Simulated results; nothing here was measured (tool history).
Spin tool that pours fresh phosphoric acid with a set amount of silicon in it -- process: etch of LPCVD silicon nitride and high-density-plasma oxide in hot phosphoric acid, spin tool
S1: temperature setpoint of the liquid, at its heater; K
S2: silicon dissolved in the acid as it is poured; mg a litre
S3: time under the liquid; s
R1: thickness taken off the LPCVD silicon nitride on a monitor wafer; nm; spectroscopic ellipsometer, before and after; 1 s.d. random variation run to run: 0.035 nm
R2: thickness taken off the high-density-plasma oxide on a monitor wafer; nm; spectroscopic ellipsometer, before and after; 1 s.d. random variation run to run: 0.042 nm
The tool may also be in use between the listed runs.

| run | hour | S1 | S2 | S3 | R1 | R2 |
|---|---|---|---|---|---|---|
| 1 | 0.0 | 434.15 | 10.5 | 50 | 4.3898 | 0.19453 |
| 2 | 4.8 | 433.15 | 10.5 | 50 | 4.2655 | 0.16079 |
| 3 | 6.8 | 435.15 | 10.5 | 50 | 4.5678 | 0.16343 |
| 4 | 13.1 | 436.65 | 10.5 | 50 | 4.7803 | 0.18046 |
| 5 | 18.7 | 437.15 | 10.5 | 50 | 4.8486 | 0.18487 |
| 6 | 21.3 | 437.65 | 11.0 | 50 | 4.9162 | 0.17852 |
| 7 | 29.9 | 438.15 | 11.0 | 50 | 5.0525 | 0.09779 |
| 8 | 34.9 | 438.15 | 8.5 | 55 | 5.4824 | 0.10558 |

Estimate the outcome of run 9 from the log above:
| 9 | 43.4 | 439.15 | 5.0 | 60 | ? | ? |

{"run 9": {"R1": 6.2343, "R2": 0.27944}}
